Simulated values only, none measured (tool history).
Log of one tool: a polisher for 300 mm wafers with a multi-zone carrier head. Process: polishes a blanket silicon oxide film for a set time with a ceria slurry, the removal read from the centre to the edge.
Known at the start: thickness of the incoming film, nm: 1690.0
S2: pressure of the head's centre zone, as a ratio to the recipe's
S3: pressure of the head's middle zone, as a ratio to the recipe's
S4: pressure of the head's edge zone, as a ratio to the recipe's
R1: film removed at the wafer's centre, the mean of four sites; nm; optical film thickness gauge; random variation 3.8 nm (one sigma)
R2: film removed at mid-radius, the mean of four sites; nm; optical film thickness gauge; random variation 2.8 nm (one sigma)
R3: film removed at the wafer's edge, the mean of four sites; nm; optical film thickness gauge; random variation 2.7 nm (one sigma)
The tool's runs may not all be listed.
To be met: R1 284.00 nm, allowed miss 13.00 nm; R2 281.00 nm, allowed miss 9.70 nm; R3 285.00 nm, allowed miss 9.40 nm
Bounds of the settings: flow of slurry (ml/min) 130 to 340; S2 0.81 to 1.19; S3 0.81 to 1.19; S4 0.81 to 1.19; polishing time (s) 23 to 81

run 1 day=0.000 | flow_of_slurry_(ml/min)=220 S2=1.00 S3=1.00 S4=1.00 polishing_time_(s)=52 | R1=400.27 R2=397.41 R3=418.93
run 2 day=0.208 | flow_of_slurry_(ml/min)=220 S2=1.00 S3=1.00 S4=1.03 polishing_time_(s)=52 | R1=396.51 R2=401.58 R3=423.92
run 3 day=0.354 | flow_of_slurry_(ml/min)=220 S2=1.06 S3=1.00 S4=1.03 polishing_time_(s)=52 | R1=435.66 R2=397.50 R3=420.04
run 4 day=0.592 | flow_of_slurry_(ml/min)=260 S2=1.06 S3=1.00 S4=1.03 polishing_time_(s)=52 | R1=443.68 R2=408.83 R3=430.36
-- day=0.658 edge zone pressure recalibrated
run 5 day=0.658 | flow_of_slurry_(ml/min)=260 S2=1.12 S3=1.00 S4=1.03 polishing_time_(s)=52 | R1=449.47 R2=403.96 R3=412.03
run 6 day=0.842 | flow_of_slurry_(ml/min)=215 S2=1.12 S3=1.00 S4=1.03 polishing_time_(s)=52 | R1=441.57 R2=388.80 R3=410.86
run 7 day=0.904 | flow_of_slurry_(ml/min)=215 S2=1.08 S3=1.00 S4=0.99 polishing_time_(s)=46 | R1=377.24 R2=347.14 R3=352.96
run 8 day=0.938 | flow_of_slurry_(ml/min)=205 S2=1.04 S3=0.98 S4=0.95 polishing_time_(s)=44 | R1=350.37 R2=326.72 R3=332.63
run 9 day=1.225 | flow_of_slurry_(ml/min)=195 S2=1.01 S3=0.97 S4=0.92 polishing_time_(s)=42 | R1=316.41 R2=304.61 R3=308.23
run 10 day=1.496 | flow_of_slurry_(ml/min)=185 S2=0.99 S3=0.96 S4=0.90 polishing_time_(s)=42 | R1=313.58 R2=304.34 R3=303.50
run 11 day=1.771 | flow_of_slurry_(ml/min)=175 S2=0.92 S3=0.91 S4=0.88 polishing_time_(s)=39 | R1=264.15 R2=267.03 R3=278.61
run 12 day=1.808 | flow_of_slurry_(ml/min)=185 S2=0.93 S3=0.92 S4=0.88 polishing_time_(s)=39 | R1=268.50 R2=266.71 R3=279.62

5 next moves are on the table. One of them brings every result within its allowed miss. Which?
run A day=1.846 | flow_of_slurry_(ml/min)=175 S2=0.99 S3=0.94 S4=0.82 polishing_time_(s)=44 | R1=? R2=? R3=?
run B day=1.846 | flow_of_slurry_(ml/min)=235 S2=0.95 S3=0.93 S4=0.88 polishing_time_(s)=39 | R1=? R2=? R3=?
run C day=1.846 | flow_of_slurry_(ml/min)=195 S2=0.99 S3=0.81 S4=0.87 polishing_time_(s)=42 | R1=? R2=? R3=?
run D day=1.846 | flow_of_slurry_(ml/min)=165 S2=0.86 S3=0.91 S4=0.85 polishing_time_(s)=45 | R1=? R2=? R3=?
run E day=1.846 | flow_of_slurry_(ml/min)=155 S2=1.05 S3=0.98 S4=0.81 polishing_time_(s)=42 | R1=? R2=? R3=?

move=A R1=313.53 R2=304.52 R3=305.96
move=B R1=279.93 R2=279.55 R3=289.17
move=C R1=304.98 R2=261.65 R3=304.30
move=D R1=274.92 R2=300.16 R3=315.63
move=E R1=309.78 R2=294.27 R3=285.66
A: takes the result that was furthest off past its target
B: meets every target
C: further off than the last run
D: takes the result that was furthest off past its target
E: takes the result that was furthest off past its target
The right move is B.

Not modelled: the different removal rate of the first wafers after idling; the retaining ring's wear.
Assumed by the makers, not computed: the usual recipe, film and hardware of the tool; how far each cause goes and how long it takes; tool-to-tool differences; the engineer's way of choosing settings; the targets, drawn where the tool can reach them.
